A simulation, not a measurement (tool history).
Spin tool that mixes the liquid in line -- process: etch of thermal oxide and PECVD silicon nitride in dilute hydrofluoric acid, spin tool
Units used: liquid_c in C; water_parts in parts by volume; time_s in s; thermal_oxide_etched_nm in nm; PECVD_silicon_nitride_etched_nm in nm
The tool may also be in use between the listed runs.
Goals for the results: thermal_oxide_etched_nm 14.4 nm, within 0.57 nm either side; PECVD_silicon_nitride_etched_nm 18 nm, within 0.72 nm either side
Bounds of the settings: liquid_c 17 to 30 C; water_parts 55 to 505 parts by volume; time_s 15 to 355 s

run  hour  liquid_c  water_parts  time_s  thermal_oxide_etched_nm  PECVD_silicon_nitride_etched_nm
  1     0        22          280     180                   2.5233                           3.4332
  2   3.8        22          280     230                   3.0679                           4.3323
  3   5.6        22          210     230                    4.644                            5.819
  4  12.3        24          170     230                   6.3631                           8.0957
  5  20.5      25.5          170     230                   6.5403                           8.8845
  6  27.3        26          140     235                   8.7332                           11.111
  7  30.2        27          120     235                    10.72                           14.152
     35.9  -- thermometer replaced
  8  35.9        27          120     235                   9.9951                            12.23
  9  41.7        28          110     240                   11.701                           14.805
 10  46.8      28.5          100     240                   13.413                           16.655
 11  54.7      28.5          100     240                   13.356                           16.351
 12  61.5        29          100     240                   13.704                           17.467

Exactly one of the 4 candidate moves below puts every result within its allowed miss. Which one?
  A  68.3        29           75     175                        ?                                ?
  B  68.3      27.5           85     215                        ?                                ?
  C  68.3        29           95     240                        ?                                ?
  D  68.3        30          115     260                        ?                                ?

move  thermal_oxide_etched_nm  PECVD_silicon_nitride_etched_nm
   A                    13.64                           16.791
   B                   13.757                           16.537
   C                   14.356                           18.184
   D                   12.974                           17.312
A: the biggest miss grows against the last run
B: the biggest miss grows against the last run
C: in spec on every target
D: the biggest miss grows against the last run
So the answer is move C, the one that meets all the targets.
